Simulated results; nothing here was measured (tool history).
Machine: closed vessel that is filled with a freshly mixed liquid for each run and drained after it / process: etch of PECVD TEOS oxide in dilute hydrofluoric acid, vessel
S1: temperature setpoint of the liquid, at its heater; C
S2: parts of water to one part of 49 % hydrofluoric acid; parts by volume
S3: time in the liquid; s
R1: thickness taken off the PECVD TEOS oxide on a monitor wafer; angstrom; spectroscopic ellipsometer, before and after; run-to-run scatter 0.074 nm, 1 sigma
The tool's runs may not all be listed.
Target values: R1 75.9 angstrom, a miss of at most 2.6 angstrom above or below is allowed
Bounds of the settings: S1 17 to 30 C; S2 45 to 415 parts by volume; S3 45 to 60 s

run    day    S1   S2  S3      R1
  1      0    22  230  60  59.075
  2  0.071    22  230  45  44.699
  3  0.142  23.5  220  45  49.126
  4  0.488  23.5  205  45  52.783
  5  0.792  23.5  175  45  64.313
  6  1.179  21.5  175  45  59.652
  7  1.467  22.5  170  45  64.812
  8  1.671    23  165  45  67.978
  9  1.821  23.5  165  45  68.819
 10  1.867    24  165  45  71.633

Which one of the following 5 next-run settings gets every result inside its allowed miss? There is exactly one.
  A  1.912    23  180  60   ?
  B  1.912  22.5  190  60   ?
  C  1.912    21  170  60   ?
  D  1.912    25  175  45   ?
  E  1.912  21.5  170  60   ?

move      R1
   A  81.372
   B  74.882
   C  80.517
   D  68.067
   E   82.11
A: moves the result that the last run missed by most past its target, out the other side
B: all results in spec
C: moves the result that the last run missed by most past its target, out the other side
D: moves away from the targets compared with the last run
E: moves the result that the last run missed by most past its target, out the other side
B meets every target.
